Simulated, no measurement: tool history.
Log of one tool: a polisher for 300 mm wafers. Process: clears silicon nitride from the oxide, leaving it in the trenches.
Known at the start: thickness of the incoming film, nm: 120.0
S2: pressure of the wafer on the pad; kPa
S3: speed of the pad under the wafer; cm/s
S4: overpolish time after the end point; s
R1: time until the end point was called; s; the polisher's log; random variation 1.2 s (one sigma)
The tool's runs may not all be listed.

{"run": 1, "hour": 0.0, "flow of slurry (ml/min)": 255, "S2": 24.1, "S3": 124, "S4": 41, "R1": 100}
{"run": 2, "hour": 6.2, "flow of slurry (ml/min)": 255, "S2": 24.1, "S3": 100, "S4": 41, "R1": 115.06}
{"run": 3, "hour": 9.7, "flow of slurry (ml/min)": 290, "S2": 24.1, "S3": 100, "S4": 41, "R1": 111.73}
{"run": 4, "hour": 13.0, "flow of slurry (ml/min)": 235, "S2": 24.1, "S3": 100, "S4": 41, "R1": 115.2}
{"run": 5, "hour": 18.4, "flow of slurry (ml/min)": 235, "S2": 24.1, "S3": 100, "S4": 44, "R1": 113.61}
{"run": 6, "hour": 20.0, "flow of slurry (ml/min)": 235, "S2": 21.4, "S3": 100, "S4": 44, "R1": 130.32}
{"run": 7, "hour": 20.8, "flow of slurry (ml/min)": 235, "S2": 24.8, "S3": 102, "S4": 44, "R1": 109.51}

The next listed run, before its measurement:
{"run": 8, "hour": 22.6, "flow of slurry (ml/min)": 235, "S2": 27.6, "S3": 104, "S4": 44, "R1": "?"}

R1: 97.094 s

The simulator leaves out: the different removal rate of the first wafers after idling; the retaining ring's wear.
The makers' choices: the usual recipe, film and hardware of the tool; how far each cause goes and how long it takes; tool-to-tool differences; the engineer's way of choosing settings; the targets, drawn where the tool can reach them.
